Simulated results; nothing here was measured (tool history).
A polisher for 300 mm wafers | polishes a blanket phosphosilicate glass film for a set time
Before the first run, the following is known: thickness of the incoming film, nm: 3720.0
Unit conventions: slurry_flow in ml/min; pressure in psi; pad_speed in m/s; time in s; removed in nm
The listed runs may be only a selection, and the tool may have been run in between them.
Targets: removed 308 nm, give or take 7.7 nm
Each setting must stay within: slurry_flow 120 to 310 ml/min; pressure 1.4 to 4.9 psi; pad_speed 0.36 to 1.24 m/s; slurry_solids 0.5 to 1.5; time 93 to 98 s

run  hour  slurry_flow  pressure  pad_speed  slurry_solids  time  removed
  1     0          200       3.1        0.8              1    93   772.64
  2   3.6          200       3.1        0.8              1    93   771.08
  3  11.9          195       2.8       0.74              1    93   657.95
  4  15.2          195       2.8       0.74            0.9    93   625.93
  5  20.9          195       2.8       0.74            0.7    93   559.75
  6  24.5          195       2.8       0.92            0.7    93   653.96
  7  32.6          190       2.5       0.86            0.7    93   561.83
  8  35.5          185       2.3       0.82            0.7    93    498.1
  9  40.6          185       2.3       0.82            0.7    93   496.78
 10  41.7          180       2.1        0.8            0.7    93   447.74
     46.3  -- head pressure recalibrated
 11  46.3          175         2       0.78            0.7    93   434.03
 12  53.3          175       1.9       0.76            0.7    93   413.54
 13  53.9          170       1.8       0.74            0.7    93   379.04
 14  58.8          170       1.8       0.74            0.7    93   381.96
 15    65          165       1.7       0.74            0.7    93   354.85
 16  67.2          160       1.7       0.74            0.7    93   353.55
 17  69.5          155       1.7       0.74            0.7    93   354.07
 18    73          150       1.7       0.74            0.7    93   351.26
 19  81.4          145       1.7       0.74            0.7    93   351.83
 20  88.9          140       1.6       0.74            0.7    93   329.79

5 candidate next runs follow, results not yet known. Just one meets every target within its allowed miss. Identify it.
  A  96.4          145       1.6       0.66           0.75    95        ?
  B  96.4          120       1.7       0.86           0.65    93        ?
  C  96.4          175       2.2       0.64            0.5    93        ?
  D  96.4          140       1.6       0.66           0.65    98        ?
  E  96.4          185       2.3       0.44           0.75    95        ?

move  removed
   A   324.17
   B   370.88
   C   353.16
   D   310.89
   E   354.04
A: an improvement on the last run, though not all results are within tolerance
B: the biggest miss grows against the last run
C: the biggest miss grows against the last run
D: every result lands within tolerance
E: the biggest miss grows against the last run
Answer: D

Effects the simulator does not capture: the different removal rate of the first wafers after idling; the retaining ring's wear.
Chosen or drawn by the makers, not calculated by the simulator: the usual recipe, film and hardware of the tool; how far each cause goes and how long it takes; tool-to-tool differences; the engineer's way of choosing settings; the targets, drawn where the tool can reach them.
